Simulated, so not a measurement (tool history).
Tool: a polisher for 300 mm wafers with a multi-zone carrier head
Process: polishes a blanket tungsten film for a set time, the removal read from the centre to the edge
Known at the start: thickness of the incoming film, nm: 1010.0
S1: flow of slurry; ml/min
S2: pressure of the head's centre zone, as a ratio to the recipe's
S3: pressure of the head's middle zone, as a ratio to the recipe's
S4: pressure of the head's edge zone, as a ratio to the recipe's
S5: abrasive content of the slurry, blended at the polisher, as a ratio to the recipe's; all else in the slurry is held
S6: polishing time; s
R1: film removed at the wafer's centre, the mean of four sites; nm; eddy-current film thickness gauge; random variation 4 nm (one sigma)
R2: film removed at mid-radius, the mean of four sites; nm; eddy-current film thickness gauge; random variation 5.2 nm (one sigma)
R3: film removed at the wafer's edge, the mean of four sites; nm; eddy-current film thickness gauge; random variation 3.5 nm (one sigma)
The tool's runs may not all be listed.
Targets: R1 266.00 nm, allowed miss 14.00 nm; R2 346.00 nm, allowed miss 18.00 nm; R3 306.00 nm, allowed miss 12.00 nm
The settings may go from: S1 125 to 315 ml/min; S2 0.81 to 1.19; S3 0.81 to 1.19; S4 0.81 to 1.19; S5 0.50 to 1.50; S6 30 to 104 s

run  hour   S1    S2    S3    S4    S5  S6      R1      R2      R3
  1   0.0  205  1.00  1.00  1.00  1.00  67  219.62  224.70  231.81
  2   3.9  205  1.00  0.94  1.00  1.00  67  222.16  211.79  228.24
  3   4.9  205  1.00  0.88  1.00  1.00  67  220.90  202.54  230.86
  4  11.5  205  1.00  0.88  1.03  1.00  67  221.45  203.69  235.59
  5  16.5  205  1.00  0.88  1.03  1.00  83  276.46  245.56  287.05
  6  21.4  160  1.00  0.88  1.03  1.00  83  260.74  241.68  275.43
  7  24.6  170  0.91  0.98  1.05  1.25  85  262.68  278.19  302.03
  8  30.8  170  0.91  0.98  1.05  1.25  85  260.99  286.89  303.45
  9  35.0  175  0.91  1.01  1.04  1.25  85  268.19  299.34  309.11
 10  41.2  175  0.91  1.03  1.03  1.25  85  265.98  305.41  308.99
 11  46.8  175  0.91  1.05  1.02  1.25  85  262.33  307.35  294.87

5 next moves are on the table. One of them brings every result within its allowed miss. Which?
  A  52.4  155  0.94  1.10  1.02  1.25  80   ?   ?   ?
  B  52.4  175  0.97  0.96  1.02  1.10  84   ?   ?   ?
  C  52.4  170  0.95  0.98  0.99  1.35  81   ?   ?   ?
  D  52.4  215  1.01  0.96  1.01  1.15  82   ?   ?   ?
  E  52.4  165  0.90  1.19  0.99  1.20  89   ?   ?   ?

move      R1      R2      R3
   A  251.55  280.89  282.02
   B  269.75  260.14  291.79
   C  265.90  266.49  291.16
   D  285.46  263.43  292.51
   E  268.27  334.08  309.43
A: further off than the last run
B: further off than the last run
C: further off than the last run
D: further off than the last run
E: meets every target
The right move is E.
